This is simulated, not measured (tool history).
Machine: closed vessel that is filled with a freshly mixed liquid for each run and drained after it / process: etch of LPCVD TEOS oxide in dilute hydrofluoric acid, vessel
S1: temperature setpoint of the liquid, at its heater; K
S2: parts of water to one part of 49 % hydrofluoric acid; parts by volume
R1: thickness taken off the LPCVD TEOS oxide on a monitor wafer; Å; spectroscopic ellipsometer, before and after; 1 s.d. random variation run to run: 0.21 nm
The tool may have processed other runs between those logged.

Run 1, hour 0.0: S1 293.15 K, S2 245 parts by volume, time in the liquid (s) 145. Result: R1 153.79 Å.
Run 2, hour 1.5: S1 293.15 K, S2 245 parts by volume, time in the liquid (s) 145. Result: R1 152.17 Å.
Run 3, hour 9.6: S1 294.65 K, S2 230 parts by volume, time in the liquid (s) 145. Result: R1 174.02 Å.
Run 4, hour 10.6: S1 294.65 K, S2 230 parts by volume, time in the liquid (s) 155. Result: R1 188.72 Å.
Run 5, hour 11.5: S1 297.15 K, S2 230 parts by volume, time in the liquid (s) 155. Result: R1 204.31 Å.
Run 6, hour 18.3: S1 294.65 K, S2 230 parts by volume, time in the liquid (s) 155. Result: R1 188.28 Å.
Run 7, hour 21.9: S1 295.65 K, S2 220 parts by volume, time in the liquid (s) 155. Result: R1 203.67 Å.
Run 8, hour 24.3: S1 296.65 K, S2 210 parts by volume, time in the liquid (s) 155. Result: R1 222.89 Å.
Run 9, hour 29.1: S1 300.65 K, S2 170 parts by volume, time in the liquid (s) 155. Result: R1 334.05 Å.
Run 10, hour 32.5: S1 300.15 K, S2 170 parts by volume, time in the liquid (s) 155. Result: R1 332.41 Å.

The next listed run, before its measurement:
Run 11, hour 39.1: S1 299.65 K, S2 170 parts by volume, time in the liquid (s) 155. Result: R1 ?.

R1: 323.63 Å
